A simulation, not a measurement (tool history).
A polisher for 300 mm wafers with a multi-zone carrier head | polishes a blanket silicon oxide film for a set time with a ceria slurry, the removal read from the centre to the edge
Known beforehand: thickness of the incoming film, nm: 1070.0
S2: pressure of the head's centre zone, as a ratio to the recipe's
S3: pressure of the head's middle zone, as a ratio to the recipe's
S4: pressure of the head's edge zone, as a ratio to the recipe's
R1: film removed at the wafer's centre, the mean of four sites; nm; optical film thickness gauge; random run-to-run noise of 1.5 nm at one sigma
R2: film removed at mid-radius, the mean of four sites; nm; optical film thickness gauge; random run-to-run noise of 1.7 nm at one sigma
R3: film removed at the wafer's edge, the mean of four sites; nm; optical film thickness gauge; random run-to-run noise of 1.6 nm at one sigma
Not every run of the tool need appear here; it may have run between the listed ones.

run 1 day=0.000 | flow_of_slurry_(ml/min)=135 S2=1.00 S3=1.00 S4=1.00 polishing_time_(s)=42 | R1=126.46 R2=127.44 R3=131.01
run 2 day=0.075 | flow_of_slurry_(ml/min)=145 S2=1.03 S3=0.99 S4=1.04 polishing_time_(s)=43 | R1=136.33 R2=130.14 R3=140.91
run 3 day=0.429 | flow_of_slurry_(ml/min)=145 S2=1.03 S3=0.99 S4=1.04 polishing_time_(s)=38 | R1=119.80 R2=114.84 R3=122.65
run 4 day=0.662 | flow_of_slurry_(ml/min)=145 S2=1.03 S3=0.99 S4=0.98 polishing_time_(s)=38 | R1=121.56 R2=115.62 R3=119.79
run 5 day=0.762 | flow_of_slurry_(ml/min)=145 S2=0.96 S3=0.99 S4=0.98 polishing_time_(s)=38 | R1=111.63 R2=116.62 R3=122.13
run 6 day=1.054 | flow_of_slurry_(ml/min)=145 S2=0.96 S3=0.99 S4=0.93 polishing_time_(s)=38 | R1=113.69 R2=117.31 R3=120.83
run 7 day=1.142 | flow_of_slurry_(ml/min)=155 S2=0.99 S3=0.97 S4=0.95 polishing_time_(s)=41 | R1=126.80 R2=124.80 R3=130.94
run 8 day=1.438 | flow_of_slurry_(ml/min)=165 S2=1.02 S3=0.96 S4=0.98 polishing_time_(s)=43 | R1=142.78 R2=131.84 R3=140.67
run 9 day=1.671 | flow_of_slurry_(ml/min)=175 S2=1.03 S3=0.96 S4=1.01 polishing_time_(s)=44 | R1=150.97 R2=137.28 R3=148.18

Estimate the outcome of run 10 from the log above:
run 10 day=1.779 | flow_of_slurry_(ml/min)=180 S2=1.04 S3=0.96 S4=1.03 polishing_time_(s)=45 | R1=? R2=? R3=?

R1: 154.29 nm
R2: 142.97 nm
R3: 152.10 nm

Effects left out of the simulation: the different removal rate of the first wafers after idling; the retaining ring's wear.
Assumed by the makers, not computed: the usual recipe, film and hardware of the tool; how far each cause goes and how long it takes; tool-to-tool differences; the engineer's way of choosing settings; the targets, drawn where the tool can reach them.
